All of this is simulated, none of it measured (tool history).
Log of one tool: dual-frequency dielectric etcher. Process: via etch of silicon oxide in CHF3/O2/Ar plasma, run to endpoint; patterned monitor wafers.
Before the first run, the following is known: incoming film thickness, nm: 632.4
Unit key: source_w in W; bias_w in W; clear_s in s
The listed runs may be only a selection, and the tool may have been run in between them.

run 1 hour=0.0 | source_w=890 bias_w=121 | clear_s=326.46
run 2 hour=1.2 | source_w=990 bias_w=121 | clear_s=309.98
run 3 hour=5.0 | source_w=1010 bias_w=121 | clear_s=306.24
run 4 hour=11.4 | source_w=1030 bias_w=121 | clear_s=306.34
run 5 hour=13.5 | source_w=1050 bias_w=122 | clear_s=300.53
run 6 hour=14.0 | source_w=1050 bias_w=131 | clear_s=293.58
run 7 hour=17.4 | source_w=1060 bias_w=131 | clear_s=293.05
run 8 hour=25.1 | source_w=1070 bias_w=131 | clear_s=292.59
run 9 hour=29.3 | source_w=1080 bias_w=131 | clear_s=289.33
run 10 hour=30.8 | source_w=1090 bias_w=131 | clear_s=288.45

Estimate the outcome of run 11 from the log above:
run 11 hour=39.1 | source_w=1100 bias_w=131 | clear_s=?

{"run 11": {"clear_s": 288.27}}

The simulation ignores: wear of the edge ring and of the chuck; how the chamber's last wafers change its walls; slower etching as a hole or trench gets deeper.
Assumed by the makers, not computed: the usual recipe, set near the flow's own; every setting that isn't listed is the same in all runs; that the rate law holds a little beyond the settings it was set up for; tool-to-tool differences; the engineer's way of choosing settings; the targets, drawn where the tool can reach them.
